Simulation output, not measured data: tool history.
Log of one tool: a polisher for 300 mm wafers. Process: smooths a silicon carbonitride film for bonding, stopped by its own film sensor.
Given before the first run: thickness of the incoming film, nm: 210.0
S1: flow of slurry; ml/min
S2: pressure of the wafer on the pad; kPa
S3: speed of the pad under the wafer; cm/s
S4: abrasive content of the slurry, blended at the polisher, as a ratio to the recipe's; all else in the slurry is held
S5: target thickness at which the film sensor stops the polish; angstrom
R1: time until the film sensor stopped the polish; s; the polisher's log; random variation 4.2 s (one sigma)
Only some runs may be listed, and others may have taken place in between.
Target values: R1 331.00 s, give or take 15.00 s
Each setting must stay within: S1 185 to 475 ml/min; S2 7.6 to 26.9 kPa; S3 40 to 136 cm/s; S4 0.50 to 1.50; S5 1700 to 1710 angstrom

| run | day | S1 | S2 | S3 | S4 | S5 | R1 |
|---|---|---|---|---|---|---|---|
| 1 | 0.000 | 305 | 17.2 | 88 | 1.00 | 1710 | 167.00 |
| 2 | 0.146 | 305 | 15.2 | 84 | 1.00 | 1710 | 192.18 |
| 3 | 0.271 | 335 | 15.2 | 84 | 1.00 | 1710 | 192.12 |
| 4 | 0.629 | 335 | 13.8 | 80 | 1.00 | 1710 | 214.91 |
| 5 | 0.862 | 335 | 13.8 | 80 | 1.00 | 1710 | 214.29 |
| 6 | 0.950 | 335 | 13.8 | 80 | 0.80 | 1710 | 248.94 |
| 7 | 1.304 | 335 | 12.4 | 80 | 0.80 | 1710 | 268.26 |
| 8 | 1.533 | 335 | 11.7 | 80 | 0.80 | 1710 | 274.62 |
| 9 | 1.679 | 335 | 7.6 | 78 | 0.80 | 1710 | 381.00 |
| 10 | 1.754 | 335 | 7.6 | 78 | 0.80 | 1710 | 381.85 |
| 11 | 1.783 | 335 | 8.3 | 78 | 0.80 | 1710 | 357.49 |

Next run, 5 choices. One meets every target within its allowed miss, the rest don't. Which?
| A | 1.812 | 270 | 9.0 | 76 | 0.75 | 1700 | ? |
| B | 1.812 | 395 | 8.3 | 74 | 0.75 | 1700 | ? |
| C | 1.812 | 230 | 8.3 | 88 | 0.85 | 1700 | ? |
| D | 1.812 | 320 | 8.3 | 80 | 0.75 | 1710 | ? |
| E | 1.812 | 355 | 8.3 | 78 | 0.75 | 1710 | ? |

| move | R1 |
|---|---|
| A | 383.59 |
| B | 399.51 |
| C | 337.55 |
| D | 372.26 |
| E | 376.51 |
A: lands further from the targets than the last run did
B: lands further from the targets than the last run did
C: in spec on every target
D: lands further from the targets than the last run did
E: lands further from the targets than the last run did
The right move is C.
